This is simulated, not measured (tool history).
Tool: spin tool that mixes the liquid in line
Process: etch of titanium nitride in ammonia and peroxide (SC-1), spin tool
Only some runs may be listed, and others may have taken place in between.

run,hour,temperature setpoint of the liquid (K),parts of water to one part of 30 % peroxide (parts by volume),parts of 29 % ammonia solution to one part of 30 % peroxide (parts by volume),time under the liquid (s),thickness taken off the titanium nitride on a monitor wafer (nm)
1,0,322.15,8.5,0.5,110,7.8671
2,1,322.15,6,0.5,110,9.1534
3,5.5,323.65,6,0.5,110,10.176
4,12.4,320.65,6,0.5,110,8.3767
5,20.1,320.65,5,0.5,110,9.0891
6,24.9,322.65,5,0.5,110,10.584
7,27.4,324.15,5,0.5,110,11.633
8,28.3,325.15,5,0.5,110,12.479
9,34.6,326.15,5,0.5,110,13.292

Run 10 is up next; what results do you expect?
10,40.4,334.15,5,0.5,110,?

thickness taken off the titanium nitride on a monitor wafer (nm): 22.599

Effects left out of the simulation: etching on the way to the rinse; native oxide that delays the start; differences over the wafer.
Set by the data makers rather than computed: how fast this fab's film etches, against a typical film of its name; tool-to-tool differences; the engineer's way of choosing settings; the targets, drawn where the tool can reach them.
